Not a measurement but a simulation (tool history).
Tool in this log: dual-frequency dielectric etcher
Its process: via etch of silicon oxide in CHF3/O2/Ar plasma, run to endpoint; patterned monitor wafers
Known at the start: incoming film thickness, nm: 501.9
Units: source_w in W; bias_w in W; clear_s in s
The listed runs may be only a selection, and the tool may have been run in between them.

run    day  source_w  bias_w  clear_s
  1  0.000       550     224   233.07
  2  0.217       590     226   225.39
  3  0.342       680     226   210.96
  4  0.496       580     226   226.43
  5  0.804       610     227   221.13
  6  0.967       670     227   211.96
  7  1.146       680     228   209.75
  8  1.392       690     228   209.09
  9  1.725       700     228   207.22
 10  1.779       700     228   208.21

Run 11 comes next. What will it give?
 11  1.917       710     228        ?

clear_s: 207.73 s
